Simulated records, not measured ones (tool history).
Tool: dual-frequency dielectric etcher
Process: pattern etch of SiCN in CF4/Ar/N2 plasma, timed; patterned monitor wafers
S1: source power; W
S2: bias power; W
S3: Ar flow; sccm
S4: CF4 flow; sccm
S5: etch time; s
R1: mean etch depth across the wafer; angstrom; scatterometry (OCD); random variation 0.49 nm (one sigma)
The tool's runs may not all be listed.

run 1 day=0.000 | S1=570 S2=92 S3=136 S4=80 S5=90.5 | R1=1003.2
run 2 day=0.112 | S1=570 S2=92 S3=136 S4=93 S5=90.5 | R1=1021.3
run 3 day=0.179 | S1=570 S2=92 S3=115 S4=93 S5=90.5 | R1=1044.3
run 4 day=0.325 | S1=570 S2=92 S3=106 S4=93 S5=90.5 | R1=1067.7
run 5 day=0.608 | S1=570 S2=92 S3=106 S4=100 S5=90.5 | R1=1078.1
run 6 day=0.829 | S1=570 S2=99 S3=106 S4=100 S5=90.5 | R1=1095.0

Run 7 comes next. What will it give?
run 7 day=1.196 | S1=550 S2=99 S3=106 S4=100 S5=90.5 | R1=?

Run 7 gave R1 1059.2 angstrom.

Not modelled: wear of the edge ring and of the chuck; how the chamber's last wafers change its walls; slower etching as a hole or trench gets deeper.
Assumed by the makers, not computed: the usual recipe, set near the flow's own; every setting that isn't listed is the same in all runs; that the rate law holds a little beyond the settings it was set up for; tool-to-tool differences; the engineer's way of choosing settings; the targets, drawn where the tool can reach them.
